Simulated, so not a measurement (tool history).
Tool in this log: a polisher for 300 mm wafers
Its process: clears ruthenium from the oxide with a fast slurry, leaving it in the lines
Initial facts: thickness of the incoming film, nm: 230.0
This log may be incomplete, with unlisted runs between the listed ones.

run  hour  flow of slurry (ml/min)  pressure of the wafer on the pad (kPa)  speed of the pad under the wafer (m/s)  abrasive content of the slurry  overpolish time after the end point (s)  time until the end point was called (s)  dishing of a wide line in a test structure (Å)
  1   0.0                      280                                    15.9                                    0.98                            1.00                                       16                                   59.941                                          391.07
  2   3.9                      280                                    15.9                                    0.98                            1.00                                       23                                   61.831                                          503.45
  3  12.9                      280                                    13.8                                    0.92                            1.00                                       20                                   75.932                                          397.88
  4  14.2                      280                                    13.8                                    0.78                            1.00                                       20                                   87.328                                          338.33
     17.6  -- slurry blender recalibrated
  5  17.6                      280                                    13.8                                    0.68                            1.00                                       20                                   88.489                                          350.06
  6  26.1                      280                                    13.8                                    0.68                            0.85                                       20                                   95.658                                          333.92
  7  32.7                      280                                    13.8                                    0.68                            0.85                                       20                                   97.312                                          322.93
  8  36.9                      280                                    13.1                                    0.68                            0.85                                       18                                  101.200                                          290.21
  9  42.4                      280                                    12.4                                    0.68                            0.85                                       16                                  103.220                                          252.34
 10  46.3                      280                                    12.4                                    0.68                            0.85                                       16                                  105.980                                          249.72

Forecast run 11:
 11  50.8                      280                                    12.4                                    0.68                            0.85                                       15                                        ?                                               ?

{"run 11": {"time until the end point was called (s)": 103.76, "dishing of a wide line in a test structure (Å)": 237.66}}
